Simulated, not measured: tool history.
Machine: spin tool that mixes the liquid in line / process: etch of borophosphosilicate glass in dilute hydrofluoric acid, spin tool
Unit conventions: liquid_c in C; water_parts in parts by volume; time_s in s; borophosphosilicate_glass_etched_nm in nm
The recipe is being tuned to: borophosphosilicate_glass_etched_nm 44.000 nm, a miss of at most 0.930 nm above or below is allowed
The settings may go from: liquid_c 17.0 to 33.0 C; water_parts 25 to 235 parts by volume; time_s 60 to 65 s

| run | hour | liquid_c | water_parts | time_s | borophosphosilicate_glass_etched_nm |
|---|---|---|---|---|---|
| 1 | 0.0 | 25.0 | 130 | 60 | 39.081 |
| 2 | 4.9 | 22.5 | 130 | 60 | 35.264 |
| 3 | 6.2 | 22.5 | 175 | 60 | 25.022 |
| 4 | 12.8 | 22.5 | 175 | 60 | 25.143 |
| 5 | 18.4 | 24.0 | 170 | 60 | 27.599 |
| 6 | 24.4 | 24.0 | 170 | 65 | 29.714 |
| 7 | 26.3 | 25.0 | 170 | 65 | 30.754 |
| 8 | 31.3 | 26.0 | 165 | 65 | 33.035 |
| 9 | 37.8 | 27.0 | 165 | 65 | 34.590 |
| 10 | 39.0 | 28.0 | 165 | 65 | 35.725 |
| 11 | 46.3 | 28.5 | 165 | 65 | 36.330 |
| 12 | 49.0 | 28.5 | 165 | 65 | 36.769 |
| 13 | 54.0 | 29.0 | 165 | 65 | 36.982 |
| 14 | 56.2 | 29.5 | 165 | 65 | 37.687 |
| 15 | 59.7 | 30.0 | 165 | 65 | 38.364 |

4 next moves are on the table. One of them brings every result within its allowed miss. Which?
| A | 63.2 | 29.5 | 135 | 60 | ? |
| B | 63.2 | 31.0 | 160 | 65 | ? |
| C | 63.2 | 30.5 | 135 | 60 | ? |
| D | 63.2 | 27.5 | 140 | 65 | ? |

| move | borophosphosilicate_glass_etched_nm |
|---|---|
| A | 44.379 |
| B | 41.419 |
| C | 46.024 |
| D | 42.788 |
A: all results in spec
B: better than the last run, though not everything is in spec
C: pushes the last run's worst result past its target
D: better than the last run, though not everything is in spec
Correct choice: A, which meets every target

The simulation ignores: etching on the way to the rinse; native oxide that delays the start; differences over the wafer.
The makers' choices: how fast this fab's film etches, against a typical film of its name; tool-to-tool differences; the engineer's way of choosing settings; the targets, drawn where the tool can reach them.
